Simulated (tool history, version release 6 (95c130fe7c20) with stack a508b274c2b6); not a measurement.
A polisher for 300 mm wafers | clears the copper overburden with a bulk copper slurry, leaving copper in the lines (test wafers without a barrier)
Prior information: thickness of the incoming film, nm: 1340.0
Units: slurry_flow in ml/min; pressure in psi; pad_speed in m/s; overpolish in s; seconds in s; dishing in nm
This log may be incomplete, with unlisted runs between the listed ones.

{"run": 1, "hour": 0.0, "slurry_flow": 255, "pressure": 3.1, "pad_speed": 1, "slurry_solids": 1, "overpolish": 11, "seconds": 113.62, "dishing": 71.185}
{"run": 2, "hour": 6.3, "slurry_flow": 255, "pressure": 3.1, "pad_speed": 1, "slurry_solids": 1, "overpolish": 8, "seconds": 113.53, "dishing": 57.873}
{"run": 3, "hour": 11.4, "slurry_flow": 255, "pressure": 3, "pad_speed": 1, "slurry_solids": 1, "overpolish": 8, "seconds": 114.11, "dishing": 57.536}
{"run": 4, "hour": 14.4, "slurry_flow": 255, "pressure": 3, "pad_speed": 1, "slurry_solids": 1, "overpolish": 10, "seconds": 117.71, "dishing": 65.941}
{"run": 5, "hour": 16.8, "slurry_flow": 255, "pressure": 3, "pad_speed": 1, "slurry_solids": 1, "overpolish": 13, "seconds": 114.03, "dishing": 77.59}
{"run": 6, "hour": 18.4, "slurry_flow": 255, "pressure": 2.8, "pad_speed": 1, "slurry_solids": 1, "overpolish": 12, "seconds": 121.87, "dishing": 71.939}
{"run": 7, "hour": 20.5, "slurry_flow": 255, "pressure": 2.7, "pad_speed": 1, "slurry_solids": 1, "overpolish": 11, "seconds": 129.13, "dishing": 65.637}

What will run 8 give?
{"run": 8, "hour": 23.9, "slurry_flow": 270, "pressure": 2.2, "pad_speed": 1.02, "slurry_solids": 1, "overpolish": 6, "seconds": "?", "dishing": "?"}

seconds: 151.96 s
dishing: 37.009 nm

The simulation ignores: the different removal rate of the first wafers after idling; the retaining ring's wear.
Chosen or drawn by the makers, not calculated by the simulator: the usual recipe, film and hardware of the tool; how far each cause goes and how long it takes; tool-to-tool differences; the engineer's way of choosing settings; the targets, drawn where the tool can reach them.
